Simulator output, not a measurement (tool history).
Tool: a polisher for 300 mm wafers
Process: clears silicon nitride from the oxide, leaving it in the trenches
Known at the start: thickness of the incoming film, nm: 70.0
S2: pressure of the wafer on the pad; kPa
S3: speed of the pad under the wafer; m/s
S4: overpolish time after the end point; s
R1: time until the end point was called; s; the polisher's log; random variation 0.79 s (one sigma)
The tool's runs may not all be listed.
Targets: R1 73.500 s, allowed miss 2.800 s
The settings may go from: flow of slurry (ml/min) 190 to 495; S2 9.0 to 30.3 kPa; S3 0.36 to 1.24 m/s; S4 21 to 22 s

{"run": 1, "hour": 0.0, "flow of slurry (ml/min)": 320, "S2": 19.3, "S3": 0.8, "S4": 21, "R1": 98.264}
{"run": 2, "hour": 0.6, "flow of slurry (ml/min)": 320, "S2": 19.3, "S3": 0.8, "S4": 22, "R1": 98.378}
{"run": 3, "hour": 7.1, "flow of slurry (ml/min)": 320, "S2": 20.0, "S3": 0.8, "S4": 22, "R1": 98.244}
{"run": 4, "hour": 14.6, "flow of slurry (ml/min)": 245, "S2": 20.0, "S3": 0.8, "S4": 22, "R1": 101.08}
{"run": 5, "hour": 19.1, "flow of slurry (ml/min)": 255, "S2": 20.7, "S3": 0.8, "S4": 22, "R1": 97.692}
{"run": 6, "hour": 25.4, "flow of slurry (ml/min)": 265, "S2": 21.4, "S3": 0.8, "S4": 22, "R1": 94.776}
{"run": 7, "hour": 26.9, "flow of slurry (ml/min)": 270, "S2": 22.1, "S3": 0.8, "S4": 22, "R1": 91.707}
{"run": 8, "hour": 28.8, "flow of slurry (ml/min)": 270, "S2": 26.9, "S3": 0.82, "S4": 22, "R1": 78.457}

Which of these 4 next moves meets every target?
{"run": "A", "hour": 30.7, "flow of slurry (ml/min)": 230, "S2": 24.1, "S3": 0.9, "S4": 21, "R1": "?"}
{"run": "B", "hour": 30.7, "flow of slurry (ml/min)": 265, "S2": 27.6, "S3": 0.76, "S4": 21, "R1": "?"}
{"run": "C", "hour": 30.7, "flow of slurry (ml/min)": 265, "S2": 26.2, "S3": 0.88, "S4": 21, "R1": "?"}
{"run": "D", "hour": 30.7, "flow of slurry (ml/min)": 290, "S2": 22.8, "S3": 0.82, "S4": 22, "R1": "?"}

move=A R1=80.268
move=B R1=83.079
move=C R1=75.177
move=D R1=87.969
A: further off than the last run
B: further off than the last run
C: meets every target
D: further off than the last run
Move C is the one to make.

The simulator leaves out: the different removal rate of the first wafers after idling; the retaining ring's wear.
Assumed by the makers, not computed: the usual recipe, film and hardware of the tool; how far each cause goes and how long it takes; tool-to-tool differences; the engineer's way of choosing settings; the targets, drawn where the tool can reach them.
